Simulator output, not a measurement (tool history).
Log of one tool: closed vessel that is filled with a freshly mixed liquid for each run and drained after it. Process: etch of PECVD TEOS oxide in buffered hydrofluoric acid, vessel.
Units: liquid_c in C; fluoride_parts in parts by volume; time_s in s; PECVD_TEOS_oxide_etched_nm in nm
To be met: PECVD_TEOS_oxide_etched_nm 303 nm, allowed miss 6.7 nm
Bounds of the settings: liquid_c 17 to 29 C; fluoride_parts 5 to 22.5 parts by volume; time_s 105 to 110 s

run 1 day=0 | liquid_c=21 fluoride_parts=13.5 time_s=105 | PECVD_TEOS_oxide_etched_nm=194.53
run 2 day=0.183 | liquid_c=21 fluoride_parts=11.5 time_s=105 | PECVD_TEOS_oxide_etched_nm=226.68
run 3 day=0.504 | liquid_c=22.5 fluoride_parts=11.5 time_s=105 | PECVD_TEOS_oxide_etched_nm=247.13
run 4 day=0.796 | liquid_c=23.5 fluoride_parts=11.5 time_s=105 | PECVD_TEOS_oxide_etched_nm=260.61
run 5 day=1.029 | liquid_c=24.5 fluoride_parts=11.5 time_s=105 | PECVD_TEOS_oxide_etched_nm=275.06
run 6 day=1.333 | liquid_c=24.5 fluoride_parts=8.5 time_s=105 | PECVD_TEOS_oxide_etched_nm=356.24
run 7 day=1.642 | liquid_c=23.5 fluoride_parts=8.5 time_s=105 | PECVD_TEOS_oxide_etched_nm=340.8
run 8 day=1.808 | liquid_c=23 fluoride_parts=8.5 time_s=105 | PECVD_TEOS_oxide_etched_nm=330.21
run 9 day=1.842 | liquid_c=21 fluoride_parts=8.5 time_s=105 | PECVD_TEOS_oxide_etched_nm=294.75
-- day=1.95 hydrofluoric acid flow meter replaced
run 10 day=1.95 | liquid_c=21.5 fluoride_parts=8.5 time_s=105 | PECVD_TEOS_oxide_etched_nm=320.5
run 11 day=2.117 | liquid_c=21 fluoride_parts=8.5 time_s=105 | PECVD_TEOS_oxide_etched_nm=310.42

Which of these 4 next moves meets every target?
run A day=2.283 | liquid_c=21 fluoride_parts=8.5 time_s=110 | PECVD_TEOS_oxide_etched_nm=?
run B day=2.283 | liquid_c=19.5 fluoride_parts=8.5 time_s=110 | PECVD_TEOS_oxide_etched_nm=?
run C day=2.283 | liquid_c=20.5 fluoride_parts=8.5 time_s=110 | PECVD_TEOS_oxide_etched_nm=?
run D day=2.283 | liquid_c=21.5 fluoride_parts=8.5 time_s=105 | PECVD_TEOS_oxide_etched_nm=?

move=A PECVD_TEOS_oxide_etched_nm=325.71
move=B PECVD_TEOS_oxide_etched_nm=299.53
move=C PECVD_TEOS_oxide_etched_nm=316.77
move=D PECVD_TEOS_oxide_etched_nm=319.66
A: further off than the last run
B: meets every target
C: further off than the last run
D: further off than the last run
The right move is B.

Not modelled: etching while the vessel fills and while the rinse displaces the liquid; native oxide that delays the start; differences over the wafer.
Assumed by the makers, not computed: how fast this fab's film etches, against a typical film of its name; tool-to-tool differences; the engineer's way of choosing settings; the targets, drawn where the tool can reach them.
